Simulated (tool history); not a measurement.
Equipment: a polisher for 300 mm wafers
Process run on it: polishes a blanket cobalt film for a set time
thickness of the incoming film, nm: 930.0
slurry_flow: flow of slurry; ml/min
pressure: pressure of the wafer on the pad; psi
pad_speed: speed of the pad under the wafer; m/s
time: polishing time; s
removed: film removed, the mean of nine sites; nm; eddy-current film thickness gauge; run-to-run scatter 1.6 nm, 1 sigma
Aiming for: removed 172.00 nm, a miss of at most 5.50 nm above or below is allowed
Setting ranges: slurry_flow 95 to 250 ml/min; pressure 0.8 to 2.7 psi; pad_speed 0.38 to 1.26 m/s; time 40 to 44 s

run 1 hour=0.0 | slurry_flow=160 pressure=1.7 pad_speed=0.82 time=44 | removed=133.10
run 2 hour=2.5 | slurry_flow=165 pressure=1.7 pad_speed=0.82 time=44 | removed=134.12
run 3 hour=7.2 | slurry_flow=170 pressure=1.7 pad_speed=0.82 time=44 | removed=133.85
run 4 hour=12.0 | slurry_flow=170 pressure=1.7 pad_speed=0.82 time=44 | removed=135.10
run 5 hour=19.1 | slurry_flow=170 pressure=1.7 pad_speed=0.66 time=44 | removed=114.78
run 6 hour=24.7 | slurry_flow=170 pressure=1.7 pad_speed=0.66 time=40 | removed=104.30
run 7 hour=27.7 | slurry_flow=175 pressure=1.8 pad_speed=0.66 time=40 | removed=109.78
run 8 hour=29.8 | slurry_flow=175 pressure=1.9 pad_speed=0.66 time=40 | removed=114.81
run 9 hour=36.7 | slurry_flow=195 pressure=2.4 pad_speed=0.68 time=40 | removed=147.10
run 10 hour=41.1 | slurry_flow=195 pressure=2.6 pad_speed=0.70 time=40 | removed=162.63
run 11 hour=48.8 | slurry_flow=195 pressure=2.7 pad_speed=0.70 time=40 | removed=167.18
-- hour=53.6 slurry nozzle cleaned
run 12 hour=53.6 | slurry_flow=200 pressure=2.7 pad_speed=0.72 time=40 | removed=178.15

Which single option among these 5 for the next run brings every result within its allowed miss of target? Just one does.
run A hour=58.4 | slurry_flow=185 pressure=2.7 pad_speed=0.76 time=40 | removed=?
run B hour=58.4 | slurry_flow=240 pressure=2.6 pad_speed=0.68 time=44 | removed=?
run C hour=58.4 | slurry_flow=195 pressure=2.7 pad_speed=0.76 time=41 | removed=?
run D hour=58.4 | slurry_flow=225 pressure=2.6 pad_speed=0.76 time=41 | removed=?
run E hour=58.4 | slurry_flow=190 pressure=2.6 pad_speed=0.70 time=40 | removed=?

move=A removed=186.88
move=B removed=188.25
move=C removed=192.96
move=D removed=190.02
move=E removed=170.01
A: lands further from the targets than the last run did
B: lands further from the targets than the last run did
C: lands further from the targets than the last run did
D: lands further from the targets than the last run did
E: in spec on every target
Go with E: it meets all targets.
